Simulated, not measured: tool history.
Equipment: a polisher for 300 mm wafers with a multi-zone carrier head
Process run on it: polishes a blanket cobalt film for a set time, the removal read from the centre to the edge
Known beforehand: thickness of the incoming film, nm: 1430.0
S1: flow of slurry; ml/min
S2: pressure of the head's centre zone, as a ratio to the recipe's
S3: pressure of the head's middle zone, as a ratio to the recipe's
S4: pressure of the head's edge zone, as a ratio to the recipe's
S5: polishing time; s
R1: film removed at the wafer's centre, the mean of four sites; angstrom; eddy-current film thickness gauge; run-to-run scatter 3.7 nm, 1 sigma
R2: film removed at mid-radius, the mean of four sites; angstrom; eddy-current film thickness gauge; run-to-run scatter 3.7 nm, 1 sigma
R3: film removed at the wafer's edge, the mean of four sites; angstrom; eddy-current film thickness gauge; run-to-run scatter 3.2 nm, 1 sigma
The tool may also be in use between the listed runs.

run 1 hour=0.0 | S1=210 S2=1.00 S3=1.00 S4=1.00 S5=63 | R1=2005.2 R2=2004.8 R3=2064.9
run 2 hour=1.0 | S1=215 S2=1.01 S3=1.00 S4=1.03 S5=66 | R1=2152.8 R2=2126.7 R3=2169.7
run 3 hour=9.5 | S1=215 S2=1.01 S3=1.07 S4=1.03 S5=66 | R1=2111.3 R2=2286.7 R3=2177.0
run 4 hour=18.1 | S1=215 S2=1.01 S3=1.05 S4=1.05 S5=69 | R1=2162.6 R2=2297.3 R3=2322.5
run 5 hour=18.9 | S1=220 S2=1.03 S3=1.05 S4=1.06 S5=71 | R1=2364.0 R2=2381.8 R3=2363.7
-- hour=24.8 slurry nozzle cleaned
run 6 hour=24.8 | S1=195 S2=1.03 S3=1.05 S4=1.06 S5=71 | R1=2366.3 R2=2428.0 R3=2462.7

Predict the results of run 7:
run 7 hour=26.5 | S1=190 S2=1.04 S3=1.05 S4=1.07 S5=71 | R1=? R2=? R3=?

R1: 2368.9 angstrom
R2: 2428.1 angstrom
R3: 2433.3 angstrom
